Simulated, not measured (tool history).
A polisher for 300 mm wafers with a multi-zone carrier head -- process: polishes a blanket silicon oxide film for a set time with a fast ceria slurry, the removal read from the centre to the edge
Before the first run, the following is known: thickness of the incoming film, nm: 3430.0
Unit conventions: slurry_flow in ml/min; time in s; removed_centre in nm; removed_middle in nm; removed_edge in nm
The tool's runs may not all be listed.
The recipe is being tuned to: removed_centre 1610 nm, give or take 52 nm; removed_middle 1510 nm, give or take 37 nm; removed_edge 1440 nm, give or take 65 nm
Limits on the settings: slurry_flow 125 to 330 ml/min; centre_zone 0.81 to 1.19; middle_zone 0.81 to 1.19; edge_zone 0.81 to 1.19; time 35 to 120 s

run  hour  slurry_flow  centre_zone  middle_zone  edge_zone  time  removed_centre  removed_middle  removed_edge
  1     0          210            1            1          1    77          1017.8           985.5        1036.9
  2   5.6          235            1            1          1    77          1034.4          997.38        1038.6
  3  14.4          235            1         0.95          1    77          1022.2          971.64        1058.5
  4  16.9          235            1         0.95       1.06    77          1028.3          979.98        1055.6
  5  23.3          210            1         0.95       1.06    77          1009.1          963.39        1066.9
  6    28          210         1.03            1       1.06    85          1159.7          1099.4        1176.8
  7  30.3          220         1.06         1.05       1.07    90          1249.7          1207.5        1298.7
  8  36.2          240         1.09         1.09          1    93          1364.3          1279.7        1262.8
  9    39          250         1.11         1.12       1.02    95          1413.5          1329.4        1309.6
 10  43.6          255         1.12         1.14       1.02    97          1468.1          1354.5        1338.9
 11  48.2          255         1.12         1.15       1.01    99          1458.2          1396.2        1386.8
     56.9  -- edge zone pressure recalibrated
 12  56.9          260         1.13         1.16          1   101            1545            1479        1315.1
 13  61.2          265         1.13         1.16       1.02   102          1574.2          1461.3        1334.8
 14  69.4          255         1.14         1.16       1.02   103          1581.3          1470.1        1404.1

Consider the 4 candidate settings below. Which is the only one whose results all fall within their allowed miss of target?
  A  77.6          275         1.14         1.14       0.94   102               ?               ?             ?
  B  77.6          225         1.19          1.1       1.15   104               ?               ?             ?
  C  77.6          260         1.14         1.15       1.04   106               ?               ?             ?
  D  77.6          125         1.19         1.06       1.12   115               ?               ?             ?

move  removed_centre  removed_middle  removed_edge
   A          1571.4          1465.2        1321.3
   B          1623.8          1428.5        1461.9
   C            1622          1520.6        1434.6
   D          1594.5          1392.3        1478.2
A: lands further from the targets than the last run did
B: lands further from the targets than the last run did
C: hits every target within its allowed miss
D: lands further from the targets than the last run did
Answer: C
